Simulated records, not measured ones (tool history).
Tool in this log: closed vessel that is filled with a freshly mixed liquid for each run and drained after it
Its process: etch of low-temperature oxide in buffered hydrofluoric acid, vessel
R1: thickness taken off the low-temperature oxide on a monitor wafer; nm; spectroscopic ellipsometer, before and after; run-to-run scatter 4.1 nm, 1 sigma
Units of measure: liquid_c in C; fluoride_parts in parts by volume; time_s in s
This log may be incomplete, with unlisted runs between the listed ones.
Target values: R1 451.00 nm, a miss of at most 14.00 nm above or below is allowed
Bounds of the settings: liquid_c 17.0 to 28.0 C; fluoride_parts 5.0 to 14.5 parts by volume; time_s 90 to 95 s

Run 1, hour 0.0: liquid_c 20.0 C, fluoride_parts 9.0 parts by volume, time_s 90 s. Result: R1 370.03 nm.
Run 2, hour 8.1: liquid_c 20.5 C, fluoride_parts 9.0 parts by volume, time_s 90 s. Result: R1 378.78 nm.
Run 3, hour 9.4: liquid_c 21.0 C, fluoride_parts 9.0 parts by volume, time_s 90 s. Result: R1 393.16 nm.
Run 4, hour 15.0: liquid_c 21.5 C, fluoride_parts 9.0 parts by volume, time_s 90 s. Result: R1 403.62 nm.
Run 5, hour 22.3: liquid_c 21.5 C, fluoride_parts 9.0 parts by volume, time_s 90 s. Result: R1 400.08 nm.
Run 6, hour 30.2: liquid_c 21.5 C, fluoride_parts 9.0 parts by volume, time_s 90 s. Result: R1 404.45 nm.
Run 7, hour 38.9: liquid_c 22.0 C, fluoride_parts 9.0 parts by volume, time_s 90 s. Result: R1 422.67 nm.
Run 8, hour 48.1: liquid_c 22.5 C, fluoride_parts 9.0 parts by volume, time_s 90 s. Result: R1 421.34 nm.

4 candidate next runs follow, results not yet known. Just one meets every target within its allowed miss. Identify it.
Run A, hour 57.3: liquid_c 23.0 C, fluoride_parts 8.5 parts by volume, time_s 95 s. Result: R1 ?.
Run B, hour 57.3: liquid_c 20.5 C, fluoride_parts 9.5 parts by volume, time_s 95 s. Result: R1 ?.
Run C, hour 57.3: liquid_c 25.5 C, fluoride_parts 10.0 parts by volume, time_s 95 s. Result: R1 ?.
Run D, hour 57.3: liquid_c 23.5 C, fluoride_parts 9.0 parts by volume, time_s 90 s. Result: R1 ?.

move      R1
   A  490.08
   B  387.69
   C  493.88
   D  448.46
A: takes the result that was furthest off past its target
B: misses by more than the last run did
C: takes the result that was furthest off past its target
D: in spec on every target
The right move is D.
